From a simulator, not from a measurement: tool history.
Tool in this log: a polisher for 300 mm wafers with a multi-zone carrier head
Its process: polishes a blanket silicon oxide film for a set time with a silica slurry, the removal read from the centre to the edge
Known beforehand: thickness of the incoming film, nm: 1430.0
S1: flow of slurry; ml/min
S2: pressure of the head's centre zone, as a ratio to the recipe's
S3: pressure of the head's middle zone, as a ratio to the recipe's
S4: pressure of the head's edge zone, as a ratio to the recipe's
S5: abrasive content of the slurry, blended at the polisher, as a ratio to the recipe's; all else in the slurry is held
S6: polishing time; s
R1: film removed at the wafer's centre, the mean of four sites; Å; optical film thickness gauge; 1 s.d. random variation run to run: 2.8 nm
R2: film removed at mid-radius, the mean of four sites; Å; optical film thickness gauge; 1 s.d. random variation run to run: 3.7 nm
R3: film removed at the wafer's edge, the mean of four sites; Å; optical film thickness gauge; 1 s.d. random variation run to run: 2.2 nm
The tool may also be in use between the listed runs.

{"run": 1, "day": 0.0, "S1": 150, "S2": 1.0, "S3": 1.0, "S4": 1.0, "S5": 1.0, "S6": 52, "R1": 2139.8, "R2": 2152.2, "R3": 2152.8}
{"run": 2, "day": 0.304, "S1": 150, "S2": 1.0, "S3": 1.0, "S4": 1.0, "S5": 1.0, "S6": 58, "R1": 2377.1, "R2": 2491.8, "R3": 2363.9}
{"run": 3, "day": 0.462, "S1": 160, "S2": 1.0, "S3": 1.01, "S4": 1.04, "S5": 1.0, "S6": 58, "R1": 2413.7, "R2": 2495.0, "R3": 2491.4}
{"run": 4, "day": 0.492, "S1": 160, "S2": 1.0, "S3": 0.97, "S4": 1.04, "S5": 1.0, "S6": 58, "R1": 2385.7, "R2": 2461.9, "R3": 2497.4}
{"run": 5, "day": 0.65, "S1": 160, "S2": 1.0, "S3": 0.97, "S4": 1.04, "S5": 1.0, "S6": 48, "R1": 1978.6, "R2": 1997.1, "R3": 2039.8}
{"run": 6, "day": 0.942, "S1": 160, "S2": 1.08, "S3": 0.97, "S4": 1.04, "S5": 1.0, "S6": 48, "R1": 2137.2, "R2": 2022.5, "R3": 2047.2}
{"run": 7, "day": 1.192, "S1": 160, "S2": 1.08, "S3": 0.97, "S4": 1.04, "S5": 1.0, "S6": 48, "R1": 2129.4, "R2": 2047.8, "R3": 2058.7}
{"run": 8, "day": 1.396, "S1": 160, "S2": 1.08, "S3": 0.97, "S4": 1.04, "S5": 1.0, "S6": 48, "R1": 2172.9, "R2": 1970.5, "R3": 2047.6}
{"run": 9, "day": 1.638, "S1": 170, "S2": 1.07, "S3": 1.01, "S4": 1.07, "S5": 1.1, "S6": 48, "R1": 2265.6, "R2": 2208.0, "R3": 2151.6}
{"run": 10, "day": 1.788, "S1": 175, "S2": 1.0, "S3": 0.99, "S4": 1.17, "S5": 1.35, "S6": 50, "R1": 2366.2, "R2": 2427.4, "R3": 2535.5}
{"run": 11, "day": 1.821, "S1": 180, "S2": 1.0, "S3": 1.01, "S4": 1.17, "S5": 1.4, "S6": 50, "R1": 2400.6, "R2": 2561.8, "R3": 2597.0}
{"run": 12, "day": 1.971, "S1": 185, "S2": 1.01, "S3": 1.02, "S4": 1.18, "S5": 1.4, "S6": 50, "R1": 2475.7, "R2": 2587.8, "R3": 2606.8}
{"run": 13, "day": 2.233, "S1": 190, "S2": 1.01, "S3": 1.03, "S4": 1.18, "S5": 1.4, "S6": 50, "R1": 2484.5, "R2": 2532.8, "R3": 2602.4}

Run 14 is up next; what results do you expect?
{"run": 14, "day": 2.417, "S1": 190, "S2": 1.01, "S3": 1.04, "S4": 1.17, "S5": 1.45, "S6": 50, "R1": "?", "R2": "?", "R3": "?"}

{"run 14": {"R1": 2531.0, "R2": 2600.8, "R3": 2636.9}}
